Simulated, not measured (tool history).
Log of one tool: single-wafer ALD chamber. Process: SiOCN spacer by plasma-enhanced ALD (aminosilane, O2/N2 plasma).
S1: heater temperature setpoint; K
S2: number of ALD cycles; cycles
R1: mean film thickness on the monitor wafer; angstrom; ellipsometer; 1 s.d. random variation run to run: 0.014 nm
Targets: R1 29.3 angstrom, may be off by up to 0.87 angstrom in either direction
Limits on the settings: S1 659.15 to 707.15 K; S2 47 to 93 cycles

{"run": 1, "hour": 0.0, "S1": 683.15, "S2": 70, "R1": 40.157}
{"run": 2, "hour": 2.4, "S1": 689.15, "S2": 70, "R1": 39.522}
{"run": 3, "hour": 9.5, "S1": 689.15, "S2": 64, "R1": 35.979}
{"run": 4, "hour": 12.9, "S1": 693.15, "S2": 64, "R1": 35.257}
{"run": 5, "hour": 15.4, "S1": 695.15, "S2": 61, "R1": 33.565}
{"run": 6, "hour": 23.0, "S1": 695.15, "S2": 64, "R1": 35.442}
{"run": 7, "hour": 30.3, "S1": 695.15, "S2": 64, "R1": 35.557}
{"run": 8, "hour": 36.8, "S1": 695.15, "S2": 61, "R1": 33.412}
{"run": 9, "hour": 37.7, "S1": 696.15, "S2": 59, "R1": 32.292}
{"run": 10, "hour": 44.6, "S1": 696.15, "S2": 57, "R1": 30.977}
{"run": 11, "hour": 48.0, "S1": 696.15, "S2": 56, "R1": 30.618}

Below are 4 possible settings for the next run. Only one of them brings all results inside the allowed miss of their targets. Which is it?
{"run": "A", "hour": 51.4, "S1": 692.15, "S2": 48, "R1": "?"}
{"run": "B", "hour": 51.4, "S1": 697.15, "S2": 58, "R1": "?"}
{"run": "C", "hour": 51.4, "S1": 688.15, "S2": 57, "R1": "?"}
{"run": "D", "hour": 51.4, "S1": 699.15, "S2": 54, "R1": "?"}

move=A R1=26.761
move=B R1=31.8
move=C R1=32.201
move=D R1=29.406
A: takes the result that was furthest off past its target
B: misses by more than the last run did
C: misses by more than the last run did
D: all results land within tolerance of their targets
Answer: D
